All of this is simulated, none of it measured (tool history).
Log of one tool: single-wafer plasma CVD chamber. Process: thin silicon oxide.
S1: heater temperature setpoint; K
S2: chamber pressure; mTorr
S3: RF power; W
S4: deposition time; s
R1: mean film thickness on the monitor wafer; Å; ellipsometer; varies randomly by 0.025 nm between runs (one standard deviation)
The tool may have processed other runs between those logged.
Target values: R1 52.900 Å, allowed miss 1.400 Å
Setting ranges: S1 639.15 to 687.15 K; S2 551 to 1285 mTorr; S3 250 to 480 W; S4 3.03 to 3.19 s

| run | day | S1 | S2 | S3 | S4 | R1 |
|---|---|---|---|---|---|---|
| 1 | 0.000 | 663.15 | 918 | 365 | 3.19 | 69.030 |
| 2 | 0.325 | 663.15 | 1069 | 365 | 3.19 | 77.235 |
| 3 | 0.596 | 663.15 | 974 | 360 | 3.18 | 72.182 |
| 4 | 0.933 | 663.15 | 974 | 360 | 3.03 | 68.448 |
| 5 | 1.250 | 663.15 | 909 | 355 | 3.03 | 64.262 |
| 6 | 1.388 | 663.15 | 909 | 355 | 3.03 | 64.288 |
| 7 | 1.604 | 663.15 | 863 | 355 | 3.03 | 61.879 |
| 8 | 1.838 | 663.15 | 827 | 355 | 3.03 | 59.141 |
| 9 | 2.004 | 663.15 | 804 | 355 | 3.03 | 57.720 |
| 10 | 2.067 | 663.15 | 696 | 350 | 3.03 | 50.026 |
| 11 | 2.108 | 663.15 | 706 | 350 | 3.03 | 50.807 |
| 12 | 2.258 | 663.15 | 713 | 350 | 3.03 | 51.322 |

Consider the 5 candidate settings below. Which is the only one whose results all fall within their allowed miss of target?
| A | 2.408 | 670.15 | 683 | 370 | 3.06 | ? |
| B | 2.408 | 667.15 | 617 | 410 | 3.19 | ? |
| C | 2.408 | 651.15 | 714 | 365 | 3.03 | ? |
| D | 2.408 | 646.15 | 684 | 325 | 3.05 | ? |
| E | 2.408 | 656.15 | 651 | 390 | 3.09 | ? |

| move | R1 |
|---|---|
| A | 50.459 |
| B | 49.006 |
| C | 52.775 |
| D | 48.914 |
| E | 49.815 |
A: misses by more than the last run did
B: misses by more than the last run did
C: every result lands within tolerance
D: misses by more than the last run did
E: misses by more than the last run did
Move C is the one to make.
